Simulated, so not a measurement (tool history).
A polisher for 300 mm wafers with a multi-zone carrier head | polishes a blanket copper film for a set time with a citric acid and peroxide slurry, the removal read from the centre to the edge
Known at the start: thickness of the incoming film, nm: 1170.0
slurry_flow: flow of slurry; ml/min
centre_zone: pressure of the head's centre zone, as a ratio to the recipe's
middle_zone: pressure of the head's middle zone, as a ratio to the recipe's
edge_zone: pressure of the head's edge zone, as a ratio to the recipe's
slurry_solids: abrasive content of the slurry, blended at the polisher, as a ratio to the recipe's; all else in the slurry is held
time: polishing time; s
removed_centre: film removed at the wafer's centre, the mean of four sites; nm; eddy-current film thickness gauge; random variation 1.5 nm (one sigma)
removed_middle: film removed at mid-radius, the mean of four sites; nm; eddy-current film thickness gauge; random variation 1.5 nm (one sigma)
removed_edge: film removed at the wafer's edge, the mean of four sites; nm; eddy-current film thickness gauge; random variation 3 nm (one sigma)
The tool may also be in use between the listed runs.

run,day,slurry_flow,centre_zone,middle_zone,edge_zone,slurry_solids,time,removed_centre,removed_middle,removed_edge
1,0.000,195,1.00,1.00,1.00,1.0,45,157.82,160.40,165.21
2,0.050,195,1.00,1.00,1.00,1.0,34,118.72,121.33,124.44
3,0.129,195,1.00,1.00,0.96,1.0,34,119.08,123.75,120.56
4,0.392,205,0.98,1.03,0.99,1.1,36,128.34,137.39,133.68
# day 0.671: worn pad replaced by a new one
5,0.671,205,0.98,1.03,1.03,1.1,36,143.89,152.42,149.46
6,0.871,205,0.98,1.03,1.03,1.1,44,176.14,185.02,183.95

Run 7 comes next. What will it give?
7,1.046,215,0.95,1.04,1.04,1.1,44,?,?,?

Run 7 gave removed_centre 171.07 nm, removed_middle 188.94 nm, removed_edge 188.01 nm.

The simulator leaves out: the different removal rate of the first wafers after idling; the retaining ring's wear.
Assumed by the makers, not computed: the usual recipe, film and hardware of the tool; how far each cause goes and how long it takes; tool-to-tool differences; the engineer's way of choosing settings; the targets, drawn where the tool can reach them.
